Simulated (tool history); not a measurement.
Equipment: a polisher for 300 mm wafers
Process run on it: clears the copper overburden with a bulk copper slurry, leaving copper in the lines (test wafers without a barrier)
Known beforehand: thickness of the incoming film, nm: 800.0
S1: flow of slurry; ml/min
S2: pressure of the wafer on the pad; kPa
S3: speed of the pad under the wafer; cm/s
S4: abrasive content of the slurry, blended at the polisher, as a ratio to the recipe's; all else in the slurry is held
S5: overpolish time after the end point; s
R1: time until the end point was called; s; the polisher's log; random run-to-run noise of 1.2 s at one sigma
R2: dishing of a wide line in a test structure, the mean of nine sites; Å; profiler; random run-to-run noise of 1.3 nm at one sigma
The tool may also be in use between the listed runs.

Run 1, day 0.000: S1 270 ml/min, S2 22.1 kPa, S3 128 cm/s, S4 1.0, S5 24 s. Result: R1 58.251 s, R2 983.62 Å.
Run 2, day 0.300: S1 270 ml/min, S2 19.3 kPa, S3 120 cm/s, S4 1.0, S5 25 s. Result: R1 71.951 s, R2 917.18 Å.
Run 3, day 0.488: S1 270 ml/min, S2 19.3 kPa, S3 120 cm/s, S4 1.0, S5 17 s. Result: R1 70.563 s, R2 790.65 Å.
Run 4, day 0.583: S1 270 ml/min, S2 19.3 kPa, S3 110 cm/s, S4 1.0, S5 17 s. Result: R1 77.781 s, R2 774.88 Å.
Run 5, day 0.792: S1 270 ml/min, S2 17.2 kPa, S3 106 cm/s, S4 1.0, S5 20 s. Result: R1 88.157 s, R2 761.35 Å.
Run 6, day 0.871: S1 225 ml/min, S2 17.2 kPa, S3 106 cm/s, S4 1.0, S5 20 s. Result: R1 91.726 s, R2 752.05 Å.
Run 7, day 1.221: S1 220 ml/min, S2 15.2 kPa, S3 106 cm/s, S4 1.0, S5 23 s. Result: R1 102.060 s, R2 757.00 Å.
Run 8, day 1.588: S1 215 ml/min, S2 13.8 kPa, S3 106 cm/s, S4 1.0, S5 25 s. Result: R1 112.860 s, R2 718.00 Å.
Run 9, day 1.754: S1 210 ml/min, S2 13.1 kPa, S3 106 cm/s, S4 1.0, S5 27 s. Result: R1 119.420 s, R2 750.72 Å.
Run 10, day 2.075: S1 205 ml/min, S2 12.4 kPa, S3 106 cm/s, S4 1.0, S5 28 s. Result: R1 126.000 s, R2 720.62 Å.
Run 11, day 2.142: S1 205 ml/min, S2 12.4 kPa, S3 106 cm/s, S4 1.0, S5 29 s. Result: R1 125.580 s, R2 744.53 Å.

Forecast run 12:
Run 12, day 2.308: S1 200 ml/min, S2 11.7 kPa, S3 106 cm/s, S4 1.0, S5 30 s. Result: R1 ?, R2 ?.

{"run 12": {"R1": 133.89, "R2": 733.16}}

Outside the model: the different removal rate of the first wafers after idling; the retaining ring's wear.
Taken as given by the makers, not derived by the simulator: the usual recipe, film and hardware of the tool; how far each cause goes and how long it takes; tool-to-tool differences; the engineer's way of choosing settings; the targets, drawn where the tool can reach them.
